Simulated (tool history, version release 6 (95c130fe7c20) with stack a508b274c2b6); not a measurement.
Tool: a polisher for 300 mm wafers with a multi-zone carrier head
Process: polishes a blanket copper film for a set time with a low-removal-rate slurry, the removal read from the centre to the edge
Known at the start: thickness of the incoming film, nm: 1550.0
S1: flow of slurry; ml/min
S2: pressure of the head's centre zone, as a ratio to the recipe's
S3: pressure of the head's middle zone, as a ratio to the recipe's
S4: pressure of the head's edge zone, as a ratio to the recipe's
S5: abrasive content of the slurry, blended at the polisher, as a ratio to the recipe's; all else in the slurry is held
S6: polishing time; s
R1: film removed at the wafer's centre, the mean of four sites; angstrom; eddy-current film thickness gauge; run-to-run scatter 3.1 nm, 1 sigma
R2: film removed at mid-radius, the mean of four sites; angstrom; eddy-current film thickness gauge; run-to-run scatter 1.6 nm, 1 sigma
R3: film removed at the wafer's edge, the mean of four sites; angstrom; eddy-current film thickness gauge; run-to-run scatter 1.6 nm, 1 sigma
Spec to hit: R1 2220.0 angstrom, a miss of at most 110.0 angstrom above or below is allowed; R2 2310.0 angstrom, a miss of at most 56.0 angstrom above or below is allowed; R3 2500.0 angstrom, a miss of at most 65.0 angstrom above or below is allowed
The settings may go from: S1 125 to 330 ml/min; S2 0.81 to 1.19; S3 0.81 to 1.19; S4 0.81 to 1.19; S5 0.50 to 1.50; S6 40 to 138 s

| run | day | S1 | S2 | S3 | S4 | S5 | S6 | R1 | R2 | R3 |
|---|---|---|---|---|---|---|---|---|---|---|
| 1 | 0.000 | 210 | 1.00 | 1.00 | 1.00 | 1.00 | 88 | 3047.0 | 3122.7 | 3051.0 |
| 2 | 0.054 | 210 | 1.03 | 1.00 | 1.00 | 1.00 | 88 | 3154.3 | 3140.4 | 3096.3 |
| 3 | 0.400 | 200 | 1.00 | 0.97 | 0.99 | 0.95 | 88 | 3065.9 | 2972.2 | 3030.0 |
| 4 | 0.488 | 195 | 0.97 | 0.97 | 0.99 | 0.90 | 87 | 2800.4 | 2905.3 | 2919.7 |
| 5 | 0.817 | 190 | 0.95 | 0.95 | 0.97 | 0.85 | 87 | 2703.4 | 2789.7 | 2896.4 |
| 6 | 0.842 | 140 | 0.95 | 0.95 | 0.97 | 0.85 | 87 | 2604.8 | 2692.2 | 2761.0 |
| 7 | 1.088 | 140 | 0.94 | 0.94 | 0.96 | 0.80 | 87 | 2557.9 | 2595.3 | 2738.5 |
| 8 | 1.400 | 140 | 0.93 | 0.93 | 0.95 | 0.80 | 87 | 2482.1 | 2593.1 | 2734.7 |
| 9 | 1.429 | 135 | 0.91 | 0.83 | 0.85 | 0.55 | 86 | 2196.4 | 2136.8 | 2350.9 |

4 next moves are on the table. One of them brings every result within its allowed miss. Which?
| A | 1.458 | 130 | 0.86 | 0.89 | 0.81 | 0.50 | 95 | ? | ? | ? |
| B | 1.458 | 215 | 0.89 | 0.93 | 0.94 | 0.50 | 76 | ? | ? | ? |
| C | 1.458 | 140 | 0.83 | 0.93 | 0.91 | 0.55 | 89 | ? | ? | ? |
| D | 1.458 | 125 | 0.88 | 0.86 | 0.88 | 0.50 | 93 | ? | ? | ? |

| move | R1 | R2 | R3 |
|---|---|---|---|
| A | 2210.4 | 2442.5 | 2459.3 |
| B | 1989.4 | 2181.3 | 2219.1 |
| C | 2071.0 | 2455.5 | 2501.0 |
| D | 2196.9 | 2307.8 | 2486.7 |
A: the result that was furthest off in the last run now lies on the other side of its target
B: further off than the last run
C: the result that was furthest off in the last run now lies on the other side of its target
D: every result lands within tolerance
The move that meets every target is D.
